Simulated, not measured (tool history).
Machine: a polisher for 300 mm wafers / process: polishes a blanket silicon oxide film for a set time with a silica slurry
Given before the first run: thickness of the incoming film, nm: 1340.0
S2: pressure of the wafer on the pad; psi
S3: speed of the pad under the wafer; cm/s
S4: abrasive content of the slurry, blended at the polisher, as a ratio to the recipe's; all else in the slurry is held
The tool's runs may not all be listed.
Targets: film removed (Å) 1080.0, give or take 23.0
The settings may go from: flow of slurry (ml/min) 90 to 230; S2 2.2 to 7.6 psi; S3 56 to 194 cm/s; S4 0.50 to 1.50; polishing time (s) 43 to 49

run 1 day=0.000 | flow_of_slurry_(ml/min)=150 S2=4.9 S3=124 S4=1.00 polishing_time_(s)=49 | film_removed_(Å)=1853.7
run 2 day=0.138 | flow_of_slurry_(ml/min)=150 S2=4.9 S3=124 S4=1.20 polishing_time_(s)=49 | film_removed_(Å)=2067.4
run 3 day=0.162 | flow_of_slurry_(ml/min)=150 S2=4.9 S3=112 S4=1.20 polishing_time_(s)=49 | film_removed_(Å)=1901.2
run 4 day=0.296 | flow_of_slurry_(ml/min)=145 S2=4.5 S3=112 S4=1.20 polishing_time_(s)=49 | film_removed_(Å)=1763.9
run 5 day=0.608 | flow_of_slurry_(ml/min)=175 S2=4.5 S3=112 S4=1.20 polishing_time_(s)=49 | film_removed_(Å)=1791.7
run 6 day=0.942 | flow_of_slurry_(ml/min)=170 S2=4.1 S3=112 S4=1.20 polishing_time_(s)=49 | film_removed_(Å)=1623.1
run 7 day=1.233 | flow_of_slurry_(ml/min)=170 S2=3.8 S3=112 S4=1.20 polishing_time_(s)=49 | film_removed_(Å)=1521.3
run 8 day=1.567 | flow_of_slurry_(ml/min)=165 S2=3.5 S3=112 S4=1.20 polishing_time_(s)=49 | film_removed_(Å)=1377.0
run 9 day=1.867 | flow_of_slurry_(ml/min)=160 S2=3.4 S3=112 S4=1.20 polishing_time_(s)=49 | film_removed_(Å)=1350.8
run 10 day=2.079 | flow_of_slurry_(ml/min)=155 S2=3.3 S3=112 S4=1.20 polishing_time_(s)=49 | film_removed_(Å)=1319.7
run 11 day=2.175 | flow_of_slurry_(ml/min)=150 S2=3.2 S3=112 S4=1.20 polishing_time_(s)=49 | film_removed_(Å)=1266.5
run 12 day=2.471 | flow_of_slurry_(ml/min)=145 S2=3.1 S3=112 S4=1.20 polishing_time_(s)=49 | film_removed_(Å)=1213.7
run 13 day=2.738 | flow_of_slurry_(ml/min)=140 S2=3.1 S3=112 S4=1.20 polishing_time_(s)=49 | film_removed_(Å)=1198.3
run 14 day=2.988 | flow_of_slurry_(ml/min)=135 S2=3.1 S3=112 S4=1.20 polishing_time_(s)=49 | film_removed_(Å)=1210.2
run 15 day=3.075 | flow_of_slurry_(ml/min)=130 S2=3.0 S3=112 S4=1.20 polishing_time_(s)=49 | film_removed_(Å)=1157.8
run 16 day=3.138 | flow_of_slurry_(ml/min)=125 S2=3.0 S3=112 S4=1.20 polishing_time_(s)=49 | film_removed_(Å)=1154.8
run 17 day=3.317 | flow_of_slurry_(ml/min)=120 S2=3.0 S3=112 S4=1.20 polishing_time_(s)=49 | film_removed_(Å)=1140.8
run 18 day=3.492 | flow_of_slurry_(ml/min)=115 S2=3.0 S3=112 S4=1.20 polishing_time_(s)=49 | film_removed_(Å)=1135.8
run 19 day=3.642 | flow_of_slurry_(ml/min)=110 S2=3.0 S3=112 S4=1.20 polishing_time_(s)=49 | film_removed_(Å)=1114.6

Which one of the following 4 next-run settings gets every result inside its allowed miss? There is exactly one.
run A day=3.792 | flow_of_slurry_(ml/min)=135 S2=3.2 S3=108 S4=1.00 polishing_time_(s)=49 | film_removed_(Å)=?
run B day=3.792 | flow_of_slurry_(ml/min)=130 S2=3.4 S3=92 S4=1.35 polishing_time_(s)=48 | film_removed_(Å)=?
run C day=3.792 | flow_of_slurry_(ml/min)=120 S2=3.1 S3=108 S4=1.20 polishing_time_(s)=49 | film_removed_(Å)=?
run D day=3.792 | flow_of_slurry_(ml/min)=130 S2=2.6 S3=132 S4=1.15 polishing_time_(s)=49 | film_removed_(Å)=?

move=A film_removed_(Å)=1075.2
move=B film_removed_(Å)=1156.2
move=C film_removed_(Å)=1140.9
move=D film_removed_(Å)=1123.4
A: every result lands within tolerance
B: the biggest miss grows against the last run
C: the biggest miss grows against the last run
D: the biggest miss grows against the last run
A meets every target.
